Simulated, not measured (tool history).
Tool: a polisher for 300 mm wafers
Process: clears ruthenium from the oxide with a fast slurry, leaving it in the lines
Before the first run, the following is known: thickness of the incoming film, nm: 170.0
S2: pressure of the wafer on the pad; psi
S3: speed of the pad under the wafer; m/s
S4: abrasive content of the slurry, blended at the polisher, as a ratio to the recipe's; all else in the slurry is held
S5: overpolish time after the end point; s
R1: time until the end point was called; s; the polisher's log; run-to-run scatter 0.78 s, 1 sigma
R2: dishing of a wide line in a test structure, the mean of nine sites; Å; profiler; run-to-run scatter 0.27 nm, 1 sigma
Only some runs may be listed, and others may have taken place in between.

run 1 hour=0.0 | flow_of_slurry_(ml/min)=200 S2=2.1 S3=0.90 S4=1.0 S5=13 | R1=82.456 R2=155.15
run 2 hour=4.8 | flow_of_slurry_(ml/min)=200 S2=2.4 S3=0.92 S4=1.0 S5=12 | R1=72.174 R2=164.58
run 3 hour=7.8 | flow_of_slurry_(ml/min)=200 S2=2.4 S3=0.74 S4=1.0 S5=12 | R1=88.784 R2=139.04
run 4 hour=13.0 | flow_of_slurry_(ml/min)=200 S2=2.0 S3=0.74 S4=1.0 S5=12 | R1=99.378 R2=130.31
run 5 hour=19.8 | flow_of_slurry_(ml/min)=200 S2=2.0 S3=0.90 S4=1.0 S5=12 | R1=82.369 R2=144.13
run 6 hour=27.2 | flow_of_slurry_(ml/min)=200 S2=2.4 S3=0.96 S4=1.0 S5=11 | R1=68.542 R2=153.36
run 7 hour=28.1 | flow_of_slurry_(ml/min)=200 S2=2.6 S3=1.00 S4=1.0 S5=11 | R1=64.412 R2=158.79

Run 8 has not been measured yet. What should we expect?
run 8 hour=36.3 | flow_of_slurry_(ml/min)=200 S2=2.8 S3=1.04 S4=1.0 S5=11 | R1=? R2=?

R1: 56.019 s
R2: 170.83 Å
